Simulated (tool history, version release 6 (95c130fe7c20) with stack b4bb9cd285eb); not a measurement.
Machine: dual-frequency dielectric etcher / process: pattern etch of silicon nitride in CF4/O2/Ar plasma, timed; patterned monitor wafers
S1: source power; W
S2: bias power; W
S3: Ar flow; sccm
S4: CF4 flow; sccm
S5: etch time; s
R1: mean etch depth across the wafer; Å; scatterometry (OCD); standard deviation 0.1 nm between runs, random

run,hour,S1,S2,S3,S4,S5,R1
1,0.0,450,65,134,112,20.5,373.14
2,4.2,430,65,134,112,20.5,364.62
3,8.7,390,65,134,112,20.5,336.55
4,15.8,390,65,134,112,20.5,337.31
5,18.4,370,65,134,112,20.5,324.32
6,22.8,360,65,134,112,20.5,315.82
7,27.1,350,65,134,112,20.5,309.75
8,33.6,340,65,134,112,20.5,303.47

Run 9 comes next. What will it give?
9,40.0,330,65,134,112,20.5,?

Logged for run 9: R1 296.09 Å.
